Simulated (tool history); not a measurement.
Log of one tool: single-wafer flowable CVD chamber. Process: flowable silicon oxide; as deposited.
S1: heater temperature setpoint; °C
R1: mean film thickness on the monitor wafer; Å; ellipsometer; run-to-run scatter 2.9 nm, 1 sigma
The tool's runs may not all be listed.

{"run": 1, "day": 0.0, "S1": 95, "chamber pressure (Torr)": 0.801, "RF power (kW)": 2.58, "deposition time (s)": 876, "R1": 6655.2}
{"run": 2, "day": 0.3, "S1": 88, "chamber pressure (Torr)": 0.801, "RF power (kW)": 2.58, "deposition time (s)": 876, "R1": 8217.9}
{"run": 3, "day": 0.329, "S1": 91, "chamber pressure (Torr)": 0.8, "RF power (kW)": 2.58, "deposition time (s)": 876, "R1": 7506.4}
{"run": 4, "day": 0.612, "S1": 94, "chamber pressure (Torr)": 0.8, "RF power (kW)": 2.58, "deposition time (s)": 876, "R1": 6835.4}
{"run": 5, "day": 0.679, "S1": 96, "chamber pressure (Torr)": 0.8, "RF power (kW)": 2.58, "deposition time (s)": 876, "R1": 6430.3}
{"run": 6, "day": 0.917, "S1": 96, "chamber pressure (Torr)": 0.8, "RF power (kW)": 2.58, "deposition time (s)": 903, "R1": 6728.9}
{"run": 7, "day": 0.975, "S1": 98, "chamber pressure (Torr)": 0.8, "RF power (kW)": 2.58, "deposition time (s)": 903, "R1": 6291.7}
{"run": 8, "day": 1.296, "S1": 99, "chamber pressure (Torr)": 0.8, "RF power (kW)": 2.58, "deposition time (s)": 903, "R1": 6137.6}
{"run": 9, "day": 1.442, "S1": 100, "chamber pressure (Torr)": 0.8, "RF power (kW)": 2.58, "deposition time (s)": 903, "R1": 5973.7}
{"run": 10, "day": 1.738, "S1": 101, "chamber pressure (Torr)": 0.8, "RF power (kW)": 2.58, "deposition time (s)": 903, "R1": 5754.0}

Estimate the outcome of run 11 from the log above:
{"run": 11, "day": 1.983, "S1": 101, "chamber pressure (Torr)": 0.8, "RF power (kW)": 2.58, "deposition time (s)": 903, "R1": "?"}

Run 11 came out at R1 5773.5 Å.
